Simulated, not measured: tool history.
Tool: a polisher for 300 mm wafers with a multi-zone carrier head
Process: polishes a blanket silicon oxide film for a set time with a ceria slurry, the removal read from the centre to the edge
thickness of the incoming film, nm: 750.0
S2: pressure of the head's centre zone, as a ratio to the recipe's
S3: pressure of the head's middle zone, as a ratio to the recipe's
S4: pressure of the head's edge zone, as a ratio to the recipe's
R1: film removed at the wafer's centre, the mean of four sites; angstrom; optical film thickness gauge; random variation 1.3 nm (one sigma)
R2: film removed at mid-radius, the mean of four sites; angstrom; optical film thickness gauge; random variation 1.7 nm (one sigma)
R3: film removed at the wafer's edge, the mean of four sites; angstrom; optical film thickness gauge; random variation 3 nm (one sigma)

Run 1, hour 0: flow of slurry (ml/min) 140, S2 1, S3 1, S4 1, polishing time (s) 47. Result: R1 2544.5 angstrom, R2 2544 angstrom, R3 2595.5 angstrom.
Run 2, hour 7.8: flow of slurry (ml/min) 140, S2 1, S3 0.92, S4 1, polishing time (s) 47. Result: R1 2571.7 angstrom, R2 2391.2 angstrom, R3 2648.6 angstrom.
Run 3, hour 11.8: flow of slurry (ml/min) 105, S2 1, S3 0.92, S4 1, polishing time (s) 47. Result: R1 2482.5 angstrom, R2 2315.6 angstrom, R3 2475 angstrom.
Run 4, hour 14.7: flow of slurry (ml/min) 105, S2 1, S3 0.92, S4 0.93, polishing time (s) 47. Result: R1 2460.4 angstrom, R2 2267.4 angstrom, R3 2451.3 angstrom.
Run 5, hour 23.2: flow of slurry (ml/min) 105, S2 0.99, S3 0.91, S4 0.93, polishing time (s) 46. Result: R1 2399.7 angstrom, R2 2222 angstrom, R3 2331.5 angstrom.
Run 6, hour 28.4: flow of slurry (ml/min) 105, S2 1.03, S3 0.91, S4 0.93, polishing time (s) 46. Result: R1 2498.2 angstrom, R2 2244.4 angstrom, R3 2383.3 angstrom.
Run 7, hour 34.8: flow of slurry (ml/min) 85, S2 0.93, S3 0.81, S4 0.98, polishing time (s) 43. Result: R1 2023.9 angstrom, R2 1842.3 angstrom, R3 2276.8 angstrom.
Run 8, hour 38.1: flow of slurry (ml/min) 85, S2 0.92, S3 0.82, S4 0.97, polishing time (s) 43. Result: R1 2007.5 angstrom, R2 1858.4 angstrom, R3 2239.1 angstrom.

The next listed run, before its measurement:
Run 9, hour 43.7: flow of slurry (ml/min) 85, S2 0.91, S3 0.82, S4 0.96, polishing time (s) 43. Result: R1 ?, R2 ?, R3 ?.

{"run 9": {"R1": 1980.6, "R2": 1855.5, "R3": 2244.2}}
